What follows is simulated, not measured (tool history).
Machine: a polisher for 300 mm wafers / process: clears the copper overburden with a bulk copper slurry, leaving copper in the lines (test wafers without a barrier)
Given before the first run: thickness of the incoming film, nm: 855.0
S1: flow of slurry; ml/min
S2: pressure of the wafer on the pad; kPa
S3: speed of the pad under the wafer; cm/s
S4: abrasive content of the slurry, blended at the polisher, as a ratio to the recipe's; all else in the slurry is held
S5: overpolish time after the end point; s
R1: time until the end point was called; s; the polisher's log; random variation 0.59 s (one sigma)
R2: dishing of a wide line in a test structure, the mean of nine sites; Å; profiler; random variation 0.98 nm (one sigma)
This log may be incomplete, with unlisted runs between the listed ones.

run,hour,S1,S2,S3,S4,S5,R1,R2
1,0,220,15.2,100,1,20,119.25,712.16
2,6.5,220,13.8,100,1,20,130.42,678.55
3,15.2,220,13.8,100,1.2,20,126.8,685.24
4,16.8,220,13.8,100,1.2,14,125.14,538.95
5,19.3,245,13.8,100,1.2,14,123.32,537.75
6,22.9,245,11.7,100,1.2,14,141.4,497.9
7,27.5,250,13.8,100,1.2,13,123.15,524.43

Expected results for the next run?
8,34.8,255,15.2,100,1.2,12,?,?

R1: 115.6 s
R2: 522.74 Å
